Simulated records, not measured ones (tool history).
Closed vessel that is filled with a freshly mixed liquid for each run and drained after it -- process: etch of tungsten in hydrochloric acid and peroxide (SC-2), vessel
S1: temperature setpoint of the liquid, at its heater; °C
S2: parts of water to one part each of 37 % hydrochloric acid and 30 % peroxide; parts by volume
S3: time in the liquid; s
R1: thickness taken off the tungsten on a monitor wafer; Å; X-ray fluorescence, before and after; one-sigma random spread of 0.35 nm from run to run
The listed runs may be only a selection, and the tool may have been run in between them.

{"run": 1, "hour": 0.0, "S1": 58.0, "S2": 6.5, "S3": 325, "R1": 834.1}
{"run": 2, "hour": 4.0, "S1": 55.0, "S2": 6.5, "S3": 325, "R1": 696.73}
{"run": 3, "hour": 8.1, "S1": 55.0, "S2": 6.5, "S3": 325, "R1": 686.98}
{"run": 4, "hour": 12.7, "S1": 53.0, "S2": 6.5, "S3": 325, "R1": 611.75}
{"run": 5, "hour": 16.7, "S1": 60.0, "S2": 6.5, "S3": 325, "R1": 958.76}
{"run": 6, "hour": 23.6, "S1": 56.5, "S2": 6.5, "S3": 325, "R1": 756.78}

Run 7 has not been measured yet. What should we expect?
{"run": 7, "hour": 31.8, "S1": 54.0, "S2": 6.5, "S3": 325, "R1": "?"}

Run 7 produced R1 661.64 Å.
